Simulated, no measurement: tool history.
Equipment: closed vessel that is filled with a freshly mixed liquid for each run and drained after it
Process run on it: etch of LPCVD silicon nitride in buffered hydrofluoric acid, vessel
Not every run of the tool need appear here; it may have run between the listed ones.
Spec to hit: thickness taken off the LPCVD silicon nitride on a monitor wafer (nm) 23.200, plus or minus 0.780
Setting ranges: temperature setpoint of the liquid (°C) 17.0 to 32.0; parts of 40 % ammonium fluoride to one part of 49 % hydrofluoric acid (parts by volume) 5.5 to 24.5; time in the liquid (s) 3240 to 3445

run,hour,temperature setpoint of the liquid (°C),parts of 40 % ammonium fluoride to one part of 49 % hydrofluoric acid (parts by volume),time in the liquid (s),thickness taken off the LPCVD silicon nitride on a monitor wafer (nm)
1,0.0,25.0,15.0,3240,30.224
2,5.3,26.5,15.0,3240,32.984
3,7.6,25.5,15.0,3240,31.368
4,10.0,25.5,11.0,3240,42.066
5,15.8,24.0,11.5,3240,37.726
6,20.4,23.0,12.0,3240,34.050
7,24.1,22.0,12.0,3240,31.867
8,25.0,18.0,12.5,3240,24.288

4 next moves are on the table. One of them brings every result within its allowed miss. Which?
A,25.9,18.5,12.5,3240,?
B,25.9,17.0,12.5,3240,?
C,25.9,19.5,14.5,3445,?
D,25.9,18.0,13.0,3425,?

move,thickness taken off the LPCVD silicon nitride on a monitor wafer (nm)
A,25.434
B,23.354
C,24.734
D,25.149
A: lands further from the targets than the last run did
B: hits every target within its allowed miss
C: lands further from the targets than the last run did
D: lands further from the targets than the last run did
So the answer is move B, the one that meets all the targets.
